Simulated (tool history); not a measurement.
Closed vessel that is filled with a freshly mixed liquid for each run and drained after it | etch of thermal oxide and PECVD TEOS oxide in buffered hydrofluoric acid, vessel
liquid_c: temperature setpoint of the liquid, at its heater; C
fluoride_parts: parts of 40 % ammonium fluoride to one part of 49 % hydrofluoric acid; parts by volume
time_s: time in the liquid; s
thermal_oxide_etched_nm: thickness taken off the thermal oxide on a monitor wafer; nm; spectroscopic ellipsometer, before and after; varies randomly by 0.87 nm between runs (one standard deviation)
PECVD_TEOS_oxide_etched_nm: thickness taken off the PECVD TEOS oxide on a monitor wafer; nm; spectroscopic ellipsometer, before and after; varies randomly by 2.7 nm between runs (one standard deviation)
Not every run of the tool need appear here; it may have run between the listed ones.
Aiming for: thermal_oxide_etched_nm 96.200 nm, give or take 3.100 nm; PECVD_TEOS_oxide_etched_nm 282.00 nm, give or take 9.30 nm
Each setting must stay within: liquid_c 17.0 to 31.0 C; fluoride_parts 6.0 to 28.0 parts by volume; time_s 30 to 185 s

run  hour  liquid_c  fluoride_parts  time_s  thermal_oxide_etched_nm  PECVD_TEOS_oxide_etched_nm
  1   0.0      23.0            17.0      95                   61.659                      175.79
  2   3.9      25.0            17.0      95                   68.713                      202.82
  3  11.5      26.0            16.5      95                   73.787                      216.80
  4  12.8      28.0            16.5      95                   81.658                      243.63
  5  15.9      28.0            16.5     130                  112.620                      327.63
  6  22.8      27.5            16.5     130                  109.390                      323.50
  7  30.7      27.0            16.5     130                  106.880                      307.87
  8  38.8      26.5            17.0     130                  100.140                      297.42

Consider the 4 candidate settings below. Which is the only one whose results all fall within their allowed miss of target?
  A  46.9      25.5            19.0     155                        ?                           ?
  B  46.9      25.0            14.5     115                        ?                           ?
  C  46.9      26.0            18.5     150                        ?                           ?
  D  46.9      26.5            19.0     145                        ?                           ?

move  thermal_oxide_etched_nm  PECVD_TEOS_oxide_etched_nm
   A                  102.560                      303.61
   B                   96.614                      286.01
   C                  104.690                      309.91
   D                  101.270                      299.79
A: its largest miss is bigger than the last run's
B: all results in spec
C: its largest miss is bigger than the last run's
D: its largest miss is bigger than the last run's
So the answer is move B, the one that meets all the targets.

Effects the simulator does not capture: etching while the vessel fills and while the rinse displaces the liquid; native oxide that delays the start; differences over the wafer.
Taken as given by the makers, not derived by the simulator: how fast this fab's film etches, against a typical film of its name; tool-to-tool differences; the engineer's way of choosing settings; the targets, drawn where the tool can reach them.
